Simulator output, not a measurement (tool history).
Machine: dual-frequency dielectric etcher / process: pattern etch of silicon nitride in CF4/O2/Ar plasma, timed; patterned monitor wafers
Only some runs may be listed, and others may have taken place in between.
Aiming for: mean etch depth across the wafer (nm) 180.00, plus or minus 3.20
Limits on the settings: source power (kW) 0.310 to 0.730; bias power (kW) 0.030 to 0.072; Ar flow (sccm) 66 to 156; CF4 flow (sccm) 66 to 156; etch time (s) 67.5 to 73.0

run	day	source power (kW)	bias power (kW)	Ar flow (sccm)	CF4 flow (sccm)	etch time (s)	mean etch depth across the wafer (nm)
1	0.000	0.520	0.051	111	111	73.0	143.31
2	0.192	0.520	0.060	111	111	73.0	151.22
3	0.404	0.520	0.051	111	111	73.0	143.04
4	0.429	0.550	0.051	111	111	73.0	149.36
5	0.450	0.550	0.051	124	111	73.0	146.40
6	0.629	0.580	0.051	124	111	73.0	151.82
7	0.679	0.680	0.052	124	111	73.0	170.29
8	0.971	0.690	0.052	124	111	73.0	172.88
9	1.217	0.700	0.052	124	111	73.0	174.14
10	1.483	0.710	0.052	124	111	73.0	176.42

Exercise: of the 4 proposed moves below, exactly one satisfies all targets within the stated allowed misses. Which move is it?
A	1.750	0.710	0.048	141	135	73.0	?
B	1.750	0.720	0.058	119	120	70.0	?
C	1.750	0.730	0.047	141	125	71.0	?
D	1.750	0.690	0.053	125	105	71.5	?

move	mean etch depth across the wafer (nm)
A	173.27
B	180.92
C	168.77
D	168.89
A: further off than the last run
B: all results land within tolerance of their targets
C: further off than the last run
D: further off than the last run
Go with B: it meets all targets.
